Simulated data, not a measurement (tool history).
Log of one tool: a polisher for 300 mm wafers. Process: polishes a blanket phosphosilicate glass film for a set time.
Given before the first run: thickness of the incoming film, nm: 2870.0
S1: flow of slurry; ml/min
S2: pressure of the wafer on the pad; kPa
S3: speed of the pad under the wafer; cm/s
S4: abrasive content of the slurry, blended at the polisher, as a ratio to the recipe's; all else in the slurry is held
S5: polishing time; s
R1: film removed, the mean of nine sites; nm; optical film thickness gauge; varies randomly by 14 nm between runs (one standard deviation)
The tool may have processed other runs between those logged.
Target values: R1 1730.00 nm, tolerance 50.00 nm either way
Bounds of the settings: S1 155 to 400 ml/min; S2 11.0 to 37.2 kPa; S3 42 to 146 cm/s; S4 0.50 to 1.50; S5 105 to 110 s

run    day   S1    S2   S3    S4   S5       R1
  1  0.000  255  24.1   94  1.00  105   905.60
  2  0.371  255  26.9   94  1.00  105   994.70
  3  0.550  295  26.9   94  1.00  105  1019.90
  4  0.583  295  24.1   94  1.00  105   907.82
  5  0.650  295  25.5   96  1.00  105   997.00
  6  0.904  300  26.9   96  1.00  105  1040.00
  7  1.204  300  33.8  112  1.00  105  1459.30
  8  1.562  300  34.5  112  1.00  105  1464.70
  9  1.783  310  37.2  120  1.00  105  1678.60

4 candidate next runs follow, results not yet known. Just one meets every target within its allowed miss. Identify it.
  A  2.004  320  37.2  138  0.95  107   ?
  B  2.004  310  35.9  130  1.05  105   ?
  C  2.004  260  36.5  112  1.10  105   ?
  D  2.004  310  36.5  138  1.10  105   ?

move       R1
   A  1862.90
   B  1755.80
   C  1608.90
   D  1905.00
A: the result that was furthest off in the last run now lies on the other side of its target
B: every result lands within tolerance
C: further off than the last run
D: the result that was furthest off in the last run now lies on the other side of its target
Correct choice: B, which meets every target
